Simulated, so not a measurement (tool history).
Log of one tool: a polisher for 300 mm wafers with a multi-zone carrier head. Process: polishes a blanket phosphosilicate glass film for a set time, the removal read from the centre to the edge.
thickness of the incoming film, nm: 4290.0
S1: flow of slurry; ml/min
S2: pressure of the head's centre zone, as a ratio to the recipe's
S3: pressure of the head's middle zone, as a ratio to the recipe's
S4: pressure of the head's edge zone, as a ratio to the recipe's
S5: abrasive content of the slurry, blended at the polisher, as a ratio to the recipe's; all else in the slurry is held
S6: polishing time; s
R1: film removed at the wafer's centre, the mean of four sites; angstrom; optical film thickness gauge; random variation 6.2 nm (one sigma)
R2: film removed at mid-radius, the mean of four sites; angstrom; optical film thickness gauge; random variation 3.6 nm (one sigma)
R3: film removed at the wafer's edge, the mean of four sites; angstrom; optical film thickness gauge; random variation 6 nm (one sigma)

run  hour   S1  S2  S3    S4    S5  S6      R1      R2      R3
  1     0  150   1   1     1     1  57  3751.9  3748.1  3645.1
  2   7.9  150   1   1  0.95     1  57  3698.1  3768.3  3633.7
  3  16.3  150   1   1  1.02     1  57  3812.8  3766.4  3713.5
  4    20  150   1   1  1.02     1  71  4722.4  4682.1    4657
  5  26.2  150   1   1  1.02     1  80  5359.8  5287.6  5213.5
  6  26.8  150   1   1  1.02  1.15  80  5549.8  5767.7  5603.1

The next listed run, before its measurement:
  7  30.9  145  0.99  0.99  1.01  1.15  80   ?   ?   ?

Run 7 gave R1 5638.3 angstrom, R2 5636.8 angstrom, R3 5534.8 angstrom.
